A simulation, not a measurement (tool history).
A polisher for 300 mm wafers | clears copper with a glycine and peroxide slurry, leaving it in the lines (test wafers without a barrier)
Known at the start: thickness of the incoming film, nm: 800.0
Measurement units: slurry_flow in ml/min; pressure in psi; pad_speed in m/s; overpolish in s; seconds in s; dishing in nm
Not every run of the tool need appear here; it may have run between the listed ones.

| run | hour | slurry_flow | pressure | pad_speed | overpolish | seconds | dishing |
|---|---|---|---|---|---|---|---|
| 1 | 0 | 135 | 2.4 | 1.06 | 21 | 161.17 | 54.256 |
| 2 | 8.1 | 135 | 2.4 | 1.06 | 26 | 165.17 | 60.664 |
| 3 | 10.3 | 135 | 2.8 | 1.06 | 26 | 145.11 | 64.121 |
| 4 | 11 | 135 | 2.7 | 1.06 | 22 | 149.99 | 61.001 |
| 5 | 16.9 | 135 | 2.4 | 1.06 | 22 | 159.55 | 57.452 |
| 6 | 18.5 | 135 | 2.4 | 1.3 | 22 | 138.45 | 62.597 |
| 7 | 20.3 | 135 | 2.3 | 1.28 | 19 | 143.95 | 55.094 |
| 8 | 24.4 | 135 | 2.2 | 1.28 | 17 | 149.37 | 51.305 |
| 9 | 25.4 | 135 | 2.1 | 1.28 | 16 | 155.13 | 47.339 |

Predict the results of run 10:
| 10 | 31.7 | 130 | 1.9 | 1.28 | 14 | ? | ? |

Run 10 gave seconds 173.74 s, dishing 41.612 nm.

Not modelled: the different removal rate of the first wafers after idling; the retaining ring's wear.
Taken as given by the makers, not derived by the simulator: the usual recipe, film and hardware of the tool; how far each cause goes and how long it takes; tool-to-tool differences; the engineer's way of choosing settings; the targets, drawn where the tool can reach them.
